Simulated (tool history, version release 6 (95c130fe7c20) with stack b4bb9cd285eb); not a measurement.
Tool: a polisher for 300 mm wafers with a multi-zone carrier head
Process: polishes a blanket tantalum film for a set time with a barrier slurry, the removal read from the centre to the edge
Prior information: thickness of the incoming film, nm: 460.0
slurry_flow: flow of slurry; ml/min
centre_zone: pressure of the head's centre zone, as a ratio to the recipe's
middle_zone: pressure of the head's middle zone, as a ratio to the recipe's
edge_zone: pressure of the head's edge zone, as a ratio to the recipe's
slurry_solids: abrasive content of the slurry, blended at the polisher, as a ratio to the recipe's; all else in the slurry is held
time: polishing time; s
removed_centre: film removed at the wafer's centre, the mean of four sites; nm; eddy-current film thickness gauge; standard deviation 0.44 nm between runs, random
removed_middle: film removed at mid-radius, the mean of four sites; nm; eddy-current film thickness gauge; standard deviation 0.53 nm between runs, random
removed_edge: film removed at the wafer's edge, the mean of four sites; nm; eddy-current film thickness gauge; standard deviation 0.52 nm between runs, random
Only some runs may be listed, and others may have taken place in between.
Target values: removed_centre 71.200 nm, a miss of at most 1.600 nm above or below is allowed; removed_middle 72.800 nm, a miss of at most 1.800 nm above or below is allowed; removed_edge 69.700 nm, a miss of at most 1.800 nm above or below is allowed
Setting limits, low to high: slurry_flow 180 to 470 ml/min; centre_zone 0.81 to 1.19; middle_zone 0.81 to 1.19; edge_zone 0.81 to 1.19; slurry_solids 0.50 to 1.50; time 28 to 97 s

Run 1, hour 0.0: slurry_flow 300 ml/min, centre_zone 1.00, middle_zone 1.00, edge_zone 1.00, slurry_solids 1.00, time 62 s. Result: removed_centre 123.670 nm, removed_middle 122.130 nm, removed_edge 123.300 nm.
Run 2, hour 5.1: slurry_flow 300 ml/min, centre_zone 1.00, middle_zone 1.00, edge_zone 1.06, slurry_solids 1.00, time 62 s. Result: removed_centre 123.560 nm, removed_middle 121.200 nm, removed_edge 125.090 nm.
Run 3, hour 9.5: slurry_flow 300 ml/min, centre_zone 1.00, middle_zone 1.00, edge_zone 1.02, slurry_solids 1.00, time 62 s. Result: removed_centre 124.810 nm, removed_middle 121.690 nm, removed_edge 121.880 nm.
Run 4, hour 11.7: slurry_flow 300 ml/min, centre_zone 0.92, middle_zone 1.00, edge_zone 1.02, slurry_solids 1.00, time 62 s. Result: removed_centre 114.750 nm, removed_middle 121.090 nm, removed_edge 123.580 nm.
Run 5, hour 18.5: slurry_flow 300 ml/min, centre_zone 0.92, middle_zone 1.00, edge_zone 0.99, slurry_solids 0.90, time 58 s. Result: removed_centre 104.550 nm, removed_middle 111.340 nm, removed_edge 111.310 nm.
Run 6, hour 20.6: slurry_flow 370 ml/min, centre_zone 0.92, middle_zone 1.00, edge_zone 0.99, slurry_solids 0.90, time 58 s. Result: removed_centre 104.920 nm, removed_middle 111.900 nm, removed_edge 111.260 nm.
Run 7, hour 23.3: slurry_flow 380 ml/min, centre_zone 0.92, middle_zone 0.95, edge_zone 0.89, slurry_solids 0.65, time 40 s. Result: removed_centre 66.414 nm, removed_middle 67.226 nm, removed_edge 68.270 nm.
Run 8, hour 28.9: slurry_flow 380 ml/min, centre_zone 0.93, middle_zone 0.96, edge_zone 0.89, slurry_solids 0.65, time 40 s. Result: removed_centre 66.969 nm, removed_middle 67.057 nm, removed_edge 67.389 nm.
Run 9, hour 35.7: slurry_flow 380 ml/min, centre_zone 0.94, middle_zone 0.97, edge_zone 0.90, slurry_solids 0.65, time 40 s. Result: removed_centre 68.067 nm, removed_middle 68.934 nm, removed_edge 68.354 nm.
Run 10, hour 40.8: slurry_flow 380 ml/min, centre_zone 0.95, middle_zone 0.98, edge_zone 0.90, slurry_solids 0.65, time 40 s. Result: removed_centre 68.282 nm, removed_middle 69.251 nm, removed_edge 68.014 nm.
Run 11, hour 42.1: slurry_flow 380 ml/min, centre_zone 0.96, middle_zone 0.99, edge_zone 0.91, slurry_solids 0.65, time 40 s. Result: removed_centre 68.468 nm, removed_middle 70.203 nm, removed_edge 68.557 nm.
Run 12, hour 50.0: slurry_flow 380 ml/min, centre_zone 0.97, middle_zone 0.99, edge_zone 0.91, slurry_solids 0.65, time 40 s. Result: removed_centre 69.351 nm, removed_middle 69.586 nm, removed_edge 67.721 nm.

Next run, 5 choices. One meets every target within its allowed miss, the rest don't. Which?
Run A, hour 57.9: slurry_flow 380 ml/min, centre_zone 0.91, middle_zone 1.05, edge_zone 0.88, slurry_solids 0.50, time 44 s. Result: removed_centre ?, removed_middle ?, removed_edge ?.
Run B, hour 57.9: slurry_flow 395 ml/min, centre_zone 1.03, middle_zone 0.98, edge_zone 0.90, slurry_solids 0.75, time 38 s. Result: removed_centre ?, removed_middle ?, removed_edge ?.
Run C, hour 57.9: slurry_flow 310 ml/min, centre_zone 0.98, middle_zone 1.01, edge_zone 0.93, slurry_solids 0.85, time 38 s. Result: removed_centre ?, removed_middle ?, removed_edge ?.
Run D, hour 57.9: slurry_flow 240 ml/min, centre_zone 0.95, middle_zone 1.06, edge_zone 0.82, slurry_solids 0.75, time 41 s. Result: removed_centre ?, removed_middle ?, removed_edge ?.
Run E, hour 57.9: slurry_flow 355 ml/min, centre_zone 1.02, middle_zone 1.14, edge_zone 0.85, slurry_solids 0.60, time 40 s. Result: removed_centre ?, removed_middle ?, removed_edge ?.

move  removed_centre  removed_middle  removed_edge
   A          65.553          74.828        67.595
   B          73.736          70.060        67.601
   C          71.559          73.445        69.980
   D          70.618          78.061        69.108
   E          71.020          77.481        64.618
A: takes the result that was furthest off past its target
B: an improvement on the last run, though not all results are within tolerance
C: all results in spec
D: takes the result that was furthest off past its target
E: takes the result that was furthest off past its target
So the answer is move C, the one that meets all the targets.
